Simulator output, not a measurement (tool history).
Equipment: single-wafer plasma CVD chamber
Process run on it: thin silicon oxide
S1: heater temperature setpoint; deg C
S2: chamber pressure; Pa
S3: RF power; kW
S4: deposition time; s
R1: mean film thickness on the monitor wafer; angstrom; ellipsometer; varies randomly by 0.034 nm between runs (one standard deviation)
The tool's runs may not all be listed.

run 1 hour=0 | S1=420 S2=132.8 S3=0.34 S4=5.31 | R1=110.94
run 2 hour=1.4 | S1=420 S2=122.7 S3=0.34 S4=5.31 | R1=104.38
run 3 hour=8.9 | S1=420 S2=122.7 S3=0.38 S4=5.31 | R1=108.96
run 4 hour=12.5 | S1=420 S2=132.9 S3=0.38 S4=5.31 | R1=115.75
run 5 hour=14.5 | S1=420 S2=120.8 S3=0.38 S4=5.31 | R1=106.98
run 6 hour=21.2 | S1=420 S2=113.5 S3=0.38 S4=5.31 | R1=102.53

Run 7 is up next; what results do you expect?
run 7 hour=30 | S1=420 S2=108.1 S3=0.38 S4=5.31 | R1=?

Run 7 measured R1 98.374 angstrom.
